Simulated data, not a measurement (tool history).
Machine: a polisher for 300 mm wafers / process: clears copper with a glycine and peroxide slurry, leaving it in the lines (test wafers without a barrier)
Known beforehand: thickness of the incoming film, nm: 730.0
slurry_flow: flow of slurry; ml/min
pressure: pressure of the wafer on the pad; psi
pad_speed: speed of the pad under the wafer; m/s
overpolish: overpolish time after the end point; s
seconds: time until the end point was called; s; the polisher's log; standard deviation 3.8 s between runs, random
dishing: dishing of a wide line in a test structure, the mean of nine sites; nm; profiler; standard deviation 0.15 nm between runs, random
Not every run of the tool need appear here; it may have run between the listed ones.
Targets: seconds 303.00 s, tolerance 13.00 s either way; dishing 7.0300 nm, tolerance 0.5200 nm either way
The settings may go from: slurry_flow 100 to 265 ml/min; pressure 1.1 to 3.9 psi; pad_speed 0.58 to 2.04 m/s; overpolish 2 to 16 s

run,hour,slurry_flow,pressure,pad_speed,overpolish,seconds,dishing
1,0.0,170,2.5,1.30,8,124.21,32.7890
2,2.5,170,2.5,1.16,8,137.29,29.9250
3,7.4,170,2.2,1.00,6,169.73,18.2790
4,16.1,170,2.7,1.00,6,144.99,20.8820
5,21.2,170,2.3,0.88,5,177.94,14.9200
6,27.6,170,2.3,0.68,5,220.57,12.3140
7,34.5,170,2.0,0.68,4,241.22,8.8498
8,41.2,165,1.8,0.68,4,254.05,8.2578
9,47.7,165,1.7,0.68,4,269.98,8.2659
10,55.6,160,1.4,0.66,3,302.98,5.3500
11,58.3,165,1.4,0.64,3,307.00,5.0957
12,60.0,160,1.5,0.62,3,305.08,5.2347
13,68.0,170,1.5,0.60,3,301.33,5.1246
14,73.3,140,1.6,0.60,6,308.88,10.5620
15,76.0,190,1.4,0.60,5,316.14,8.3634
16,77.1,210,1.5,0.62,3,300.97,5.3179
17,85.8,210,1.5,0.60,3,296.30,5.1992
18,91.0,205,1.5,0.60,3,305.50,5.2814
19,91.8,205,1.5,0.60,3,298.84,5.3885
20,93.7,200,1.5,0.60,6,301.57,10.6780
21,97.6,200,1.5,0.62,6,294.07,10.6600
22,105.6,200,1.4,0.64,6,305.08,10.4590
23,111.4,200,1.4,0.66,6,297.75,10.6290
24,119.3,200,1.4,0.68,6,293.13,10.6650
25,127.7,200,1.3,0.68,2,302.49,3.4961
26,132.5,195,1.4,0.66,3,303.78,5.3144
27,136.3,195,1.4,0.66,3,302.68,5.5265

Next run, 4 choices. One meets every target within its allowed miss, the rest don't. Which?
A,140.1,170,1.2,0.72,5,?,?
B,140.1,175,1.6,0.58,4,?,?
C,140.1,200,1.3,0.70,2,?,?
D,140.1,195,1.3,0.76,2,?,?

move,seconds,dishing
A,310.46,8.0990
B,301.83,6.7093
C,297.39,3.4331
D,283.14,3.6030
A: pushes the last run's worst result past its target
B: each result inside its tolerance
C: lands further from the targets than the last run did
D: lands further from the targets than the last run did
The right move is B.
